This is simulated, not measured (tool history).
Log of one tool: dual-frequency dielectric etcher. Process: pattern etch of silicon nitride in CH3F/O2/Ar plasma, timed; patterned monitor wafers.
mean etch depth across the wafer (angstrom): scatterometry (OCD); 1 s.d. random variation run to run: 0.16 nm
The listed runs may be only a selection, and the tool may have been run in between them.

| run | hour | source power (kW) | bias power (kW) | etch time (s) | mean etch depth across the wafer (angstrom) |
|---|---|---|---|---|---|
| 1 | 0 | 0.35 | 0.071 | 89 | 647.04 |
| 2 | 7.6 | 0.37 | 0.072 | 89 | 664.95 |
| 3 | 16.1 | 0.37 | 0.061 | 89 | 635.1 |
| 4 | 16.9 | 0.39 | 0.062 | 89 | 651.76 |
| 5 | 19.2 | 0.34 | 0.062 | 89 | 618.7 |
| 6 | 22.4 | 0.34 | 0.067 | 89 | 628.68 |
| 7 | 25.4 | 0.36 | 0.068 | 89 | 648.54 |

The next listed run, before its measurement:
| 8 | 28.7 | 0.38 | 0.069 | 89 | ? |

{"run 8": {"mean etch depth across the wafer (angstrom)": 658.85}}
